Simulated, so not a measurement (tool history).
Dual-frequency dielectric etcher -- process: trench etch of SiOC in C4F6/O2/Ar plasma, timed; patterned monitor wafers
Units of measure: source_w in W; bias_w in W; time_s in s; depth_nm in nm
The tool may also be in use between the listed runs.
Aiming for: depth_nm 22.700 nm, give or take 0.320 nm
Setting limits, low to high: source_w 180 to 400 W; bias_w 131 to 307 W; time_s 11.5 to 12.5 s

run,day,source_w,bias_w,time_s,depth_nm
1,0.000,290,219,12.5,26.531
2,0.096,260,215,12.5,25.390
3,0.446,240,212,12.5,24.333
4,0.671,280,212,12.5,25.827
5,0.804,260,210,12.5,25.076
6,0.925,240,209,12.5,24.374
7,1.058,230,208,12.5,23.840
8,1.146,220,207,12.5,23.279

Which of these 5 next moves meets every target?
A,1.233,190,229,12.5,?
B,1.233,240,223,12.0,?
C,1.233,240,209,12.5,?
D,1.233,210,224,12.5,?
E,1.233,300,181,12.0,?

move,depth_nm
A,22.779
B,23.754
C,24.211
D,23.515
E,24.221
A: all results in spec
B: moves away from the targets compared with the last run
C: moves away from the targets compared with the last run
D: moves away from the targets compared with the last run
E: moves away from the targets compared with the last run
Go with A: it meets all targets.

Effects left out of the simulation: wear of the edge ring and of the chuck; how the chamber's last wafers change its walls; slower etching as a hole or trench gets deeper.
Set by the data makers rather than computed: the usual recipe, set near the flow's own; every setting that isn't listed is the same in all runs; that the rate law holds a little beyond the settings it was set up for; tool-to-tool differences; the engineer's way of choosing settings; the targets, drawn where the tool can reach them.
